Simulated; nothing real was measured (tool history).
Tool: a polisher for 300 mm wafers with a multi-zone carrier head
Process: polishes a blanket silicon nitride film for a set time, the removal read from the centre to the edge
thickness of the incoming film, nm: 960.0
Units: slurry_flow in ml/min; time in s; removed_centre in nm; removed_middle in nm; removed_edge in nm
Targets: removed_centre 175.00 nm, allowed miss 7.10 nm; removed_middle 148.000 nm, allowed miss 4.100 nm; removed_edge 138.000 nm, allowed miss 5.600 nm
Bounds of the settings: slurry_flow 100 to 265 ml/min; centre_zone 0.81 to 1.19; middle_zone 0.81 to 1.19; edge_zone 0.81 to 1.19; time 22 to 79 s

run 1 hour=0.0 | slurry_flow=170 centre_zone=1.00 middle_zone=1.00 edge_zone=1.00 time=50 | removed_centre=100.33 removed_middle=98.302 removed_edge=97.201
run 2 hour=2.3 | slurry_flow=170 centre_zone=1.00 middle_zone=1.05 edge_zone=1.00 time=50 | removed_centre=101.41 removed_middle=101.950 removed_edge=95.509
run 3 hour=7.1 | slurry_flow=185 centre_zone=1.05 middle_zone=1.06 edge_zone=1.03 time=54 | removed_centre=117.85 removed_middle=113.500 removed_edge=105.350
run 4 hour=8.9 | slurry_flow=185 centre_zone=1.05 middle_zone=1.06 edge_zone=1.03 time=66 | removed_centre=142.83 removed_middle=138.500 removed_edge=131.420
run 5 hour=14.1 | slurry_flow=200 centre_zone=1.08 middle_zone=1.06 edge_zone=1.04 time=66 | removed_centre=150.04 removed_middle=139.760 removed_edge=134.200
run 6 hour=18.5 | slurry_flow=225 centre_zone=1.08 middle_zone=1.06 edge_zone=1.04 time=66 | removed_centre=150.88 removed_middle=141.210 removed_edge=137.540
run 7 hour=21.5 | slurry_flow=225 centre_zone=1.11 middle_zone=1.07 edge_zone=1.04 time=66 | removed_centre=155.22 removed_middle=143.070 removed_edge=133.420
run 8 hour=29.0 | slurry_flow=225 centre_zone=1.13 middle_zone=1.07 edge_zone=1.05 time=67 | removed_centre=164.82 removed_middle=145.310 removed_edge=135.490

4 next moves are on the table. One of them brings every result within its allowed miss. Which?
run A hour=36.5 | slurry_flow=215 centre_zone=1.09 middle_zone=1.03 edge_zone=1.02 time=75 | removed_centre=? removed_middle=? removed_edge=?
run B hour=36.5 | slurry_flow=235 centre_zone=1.17 middle_zone=1.04 edge_zone=1.00 time=69 | removed_centre=? removed_middle=? removed_edge=?
run C hour=36.5 | slurry_flow=220 centre_zone=1.13 middle_zone=1.08 edge_zone=1.06 time=68 | removed_centre=? removed_middle=? removed_edge=?
run D hour=36.5 | slurry_flow=230 centre_zone=1.09 middle_zone=1.19 edge_zone=1.02 time=64 | removed_centre=? removed_middle=? removed_edge=?

move=A removed_centre=174.11 removed_middle=156.580 removed_edge=150.120
move=B removed_centre=174.32 removed_middle=146.920 removed_edge=138.000
move=C removed_centre=164.34 removed_middle=148.240 removed_edge=138.950
move=D removed_centre=150.26 removed_middle=152.600 removed_edge=128.710
A: brings the result that was furthest off to its target, and leaves another outside
B: meets every target
C: as far off as the last run
D: further off than the last run
Move B is the one to make.

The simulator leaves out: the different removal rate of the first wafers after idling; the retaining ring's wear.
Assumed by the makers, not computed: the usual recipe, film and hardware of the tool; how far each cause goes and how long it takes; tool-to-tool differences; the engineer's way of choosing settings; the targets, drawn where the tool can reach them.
